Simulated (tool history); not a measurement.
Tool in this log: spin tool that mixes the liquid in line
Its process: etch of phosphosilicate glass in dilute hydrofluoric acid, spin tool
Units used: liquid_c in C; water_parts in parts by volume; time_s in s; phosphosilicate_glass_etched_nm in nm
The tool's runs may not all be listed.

run	hour	liquid_c	water_parts	time_s	phosphosilicate_glass_etched_nm
1	0	25	285	80	48.604
2	3.6	26	275	80	52.764
3	9.8	29.5	275	80	58.996
4	13.8	29.5	275	85	62.228
5	21.2	27	275	85	57.923
6	27.1	25	275	85	53.704
7	28.2	26	265	85	58.372
8	29.4	27	260	85	62.159

What does the tool deliver on the next run?
9	31.4	28	255	85	?

phosphosilicate_glass_etched_nm: 65.469 nm

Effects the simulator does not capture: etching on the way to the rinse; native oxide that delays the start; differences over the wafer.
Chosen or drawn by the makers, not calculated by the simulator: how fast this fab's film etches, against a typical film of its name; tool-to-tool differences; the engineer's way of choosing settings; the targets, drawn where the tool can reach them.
